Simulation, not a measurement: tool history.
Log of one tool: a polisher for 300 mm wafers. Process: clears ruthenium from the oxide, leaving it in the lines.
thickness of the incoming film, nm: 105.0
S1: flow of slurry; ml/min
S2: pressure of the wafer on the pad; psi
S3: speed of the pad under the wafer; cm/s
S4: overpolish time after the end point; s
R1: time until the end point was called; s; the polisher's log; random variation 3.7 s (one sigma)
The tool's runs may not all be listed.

Run 1, day 0: S1 135 ml/min, S2 2 psi, S3 100 cm/s, S4 25 s. Result: R1 88.423 s.
Run 2, day 0.288: S1 135 ml/min, S2 2 psi, S3 108 cm/s, S4 25 s. Result: R1 80.937 s.
Run 3, day 0.525: S1 105 ml/min, S2 2 psi, S3 108 cm/s, S4 25 s. Result: R1 86.78 s.
Run 4, day 0.571: S1 105 ml/min, S2 1.8 psi, S3 102 cm/s, S4 25 s. Result: R1 100.89 s.
Run 5, day 0.771: S1 135 ml/min, S2 1.8 psi, S3 102 cm/s, S4 25 s. Result: R1 91.608 s.
Run 6, day 0.988: S1 130 ml/min, S2 1.6 psi, S3 94 cm/s, S4 25 s. Result: R1 111.36 s.

The next listed run, before its measurement:
Run 7, day 1.025: S1 125 ml/min, S2 1.4 psi, S3 88 cm/s, S4 25 s. Result: R1 ?.

{"run 7": {"R1": 138.29}}
